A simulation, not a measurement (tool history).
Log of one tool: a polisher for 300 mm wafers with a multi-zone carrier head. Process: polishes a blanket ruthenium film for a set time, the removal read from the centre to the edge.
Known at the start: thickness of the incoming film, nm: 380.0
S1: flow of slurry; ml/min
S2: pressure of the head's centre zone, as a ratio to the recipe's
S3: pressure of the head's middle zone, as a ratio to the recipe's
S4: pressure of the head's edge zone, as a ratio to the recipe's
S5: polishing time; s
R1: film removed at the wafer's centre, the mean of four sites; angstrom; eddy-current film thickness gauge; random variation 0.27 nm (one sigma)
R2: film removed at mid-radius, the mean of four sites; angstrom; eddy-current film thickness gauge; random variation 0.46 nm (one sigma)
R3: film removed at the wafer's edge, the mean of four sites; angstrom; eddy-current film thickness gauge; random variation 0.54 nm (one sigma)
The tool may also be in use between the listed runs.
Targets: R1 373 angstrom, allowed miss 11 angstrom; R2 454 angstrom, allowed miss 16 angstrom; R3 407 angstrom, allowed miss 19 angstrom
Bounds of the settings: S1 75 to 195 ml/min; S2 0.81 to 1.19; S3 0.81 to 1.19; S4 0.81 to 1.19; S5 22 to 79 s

Run 1, hour 0: S1 125 ml/min, S2 1, S3 1, S4 1, S5 50 s. Result: R1 411.35 angstrom, R2 385.15 angstrom, R3 409.7 angstrom.
Run 2, hour 7.8: S1 125 ml/min, S2 0.93, S3 1, S4 1, S5 50 s. Result: R1 379.64 angstrom, R2 388.91 angstrom, R3 414.38 angstrom.
Run 3, hour 11.6: S1 125 ml/min, S2 0.93, S3 0.96, S4 1, S5 50 s. Result: R1 375.29 angstrom, R2 379.15 angstrom, R3 421.39 angstrom.
Run 4, hour 12.6: S1 150 ml/min, S2 0.93, S3 0.96, S4 1, S5 50 s. Result: R1 398.13 angstrom, R2 390.78 angstrom, R3 422.07 angstrom.
Run 5, hour 20: S1 150 ml/min, S2 0.9, S3 0.96, S4 1, S5 50 s. Result: R1 378.31 angstrom, R2 388.86 angstrom, R3 420.1 angstrom.
Run 6, hour 23.9: S1 150 ml/min, S2 0.9, S3 0.89, S4 1, S5 50 s. Result: R1 379.16 angstrom, R2 364.5 angstrom, R3 419.17 angstrom.
Run 7, hour 25.4: S1 155 ml/min, S2 0.89, S3 0.92, S4 0.98, S5 50 s. Result: R1 378.94 angstrom, R2 375.1 angstrom, R3 423.37 angstrom.
Run 8, hour 30.6: S1 160 ml/min, S2 0.89, S3 0.96, S4 0.98, S5 50 s. Result: R1 375.79 angstrom, R2 390.11 angstrom, R3 422.36 angstrom.
Run 9, hour 35.7: S1 165 ml/min, S2 0.89, S3 0.99, S4 0.97, S5 50 s. Result: R1 380.97 angstrom, R2 405.78 angstrom, R3 427.33 angstrom.
Run 10, hour 38.2: S1 175 ml/min, S2 0.86, S3 1.09, S4 0.87, S5 49 s. Result: R1 368.12 angstrom, R2 437.48 angstrom, R3 397.47 angstrom.

5 next moves are on the table. One of them brings every result within its allowed miss. Which?
Run A, hour 40.7: S1 180 ml/min, S2 0.95, S3 1.16, S4 0.87, S5 46 s. Result: R1 ?, R2 ?, R3 ?.
Run B, hour 40.7: S1 160 ml/min, S2 0.86, S3 1, S4 0.95, S5 49 s. Result: R1 ?, R2 ?, R3 ?.
Run C, hour 40.7: S1 140 ml/min, S2 0.83, S3 1.14, S4 0.93, S5 50 s. Result: R1 ?, R2 ?, R3 ?.
Run D, hour 40.7: S1 175 ml/min, S2 0.84, S3 1.1, S4 0.85, S5 51 s. Result: R1 ?, R2 ?, R3 ?.
Run E, hour 40.7: S1 190 ml/min, S2 0.89, S3 1.06, S4 0.93, S5 45 s. Result: R1 ?, R2 ?, R3 ?.

move      R1      R2      R3
   A   384.1  429.78  371.14
   B  362.05  396.06  407.46
   C  347.63  441.69  404.05
   D  374.19  453.56  406.18
   E  354.73  392.37  377.31
A: further off than the last run
B: further off than the last run
C: brings the result that was furthest off to its target, and leaves another outside
D: meets every target
E: further off than the last run
Answer: D

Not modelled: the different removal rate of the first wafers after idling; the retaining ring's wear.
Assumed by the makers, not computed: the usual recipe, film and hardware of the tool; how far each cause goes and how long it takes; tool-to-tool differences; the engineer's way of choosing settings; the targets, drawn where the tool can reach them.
